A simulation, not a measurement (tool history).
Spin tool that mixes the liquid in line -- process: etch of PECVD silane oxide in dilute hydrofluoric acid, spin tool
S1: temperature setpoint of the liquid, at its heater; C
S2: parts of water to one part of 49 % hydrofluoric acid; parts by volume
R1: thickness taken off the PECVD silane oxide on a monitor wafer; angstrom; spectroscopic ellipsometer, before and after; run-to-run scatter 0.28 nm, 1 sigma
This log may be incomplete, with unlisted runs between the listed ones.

Run 1, hour 0: S1 26 C, S2 40 parts by volume, time under the liquid (s) 15. Result: R1 195.8 angstrom.
Run 2, hour 1.3: S1 27 C, S2 35 parts by volume, time under the liquid (s) 15. Result: R1 236.59 angstrom.
Run 3, hour 6.3: S1 28 C, S2 35 parts by volume, time under the liquid (s) 15. Result: R1 245.24 angstrom.
Run 4, hour 12.5: S1 29 C, S2 35 parts by volume, time under the liquid (s) 15. Result: R1 258.31 angstrom.
Run 5, hour 14.4: S1 25.5 C, S2 35 parts by volume, time under the liquid (s) 15. Result: R1 222.75 angstrom.
At hour 23.3: hydrofluoric acid flow meter replaced.
Run 6, hour 23.3: S1 26.5 C, S2 35 parts by volume, time under the liquid (s) 15. Result: R1 245.41 angstrom.
Run 7, hour 28: S1 27.5 C, S2 35 parts by volume, time under the liquid (s) 15. Result: R1 253.92 angstrom.
Run 8, hour 34: S1 27.5 C, S2 35 parts by volume, time under the liquid (s) 15. Result: R1 257.79 angstrom.
Run 9, hour 42.4: S1 28.5 C, S2 35 parts by volume, time under the liquid (s) 15. Result: R1 265.05 angstrom.
Run 10, hour 46.2: S1 28.5 C, S2 35 parts by volume, time under the liquid (s) 15. Result: R1 267.66 angstrom.
Run 11, hour 50.8: S1 29.5 C, S2 35 parts by volume, time under the liquid (s) 15. Result: R1 278.33 angstrom.
Run 12, hour 52.3: S1 30 C, S2 35 parts by volume, time under the liquid (s) 15. Result: R1 283.6 angstrom.

Run 13 comes next. What will it give?
Run 13, hour 56: S1 30.5 C, S2 35 parts by volume, time under the liquid (s) 15. Result: R1 ?.

R1: 291.49 angstrom

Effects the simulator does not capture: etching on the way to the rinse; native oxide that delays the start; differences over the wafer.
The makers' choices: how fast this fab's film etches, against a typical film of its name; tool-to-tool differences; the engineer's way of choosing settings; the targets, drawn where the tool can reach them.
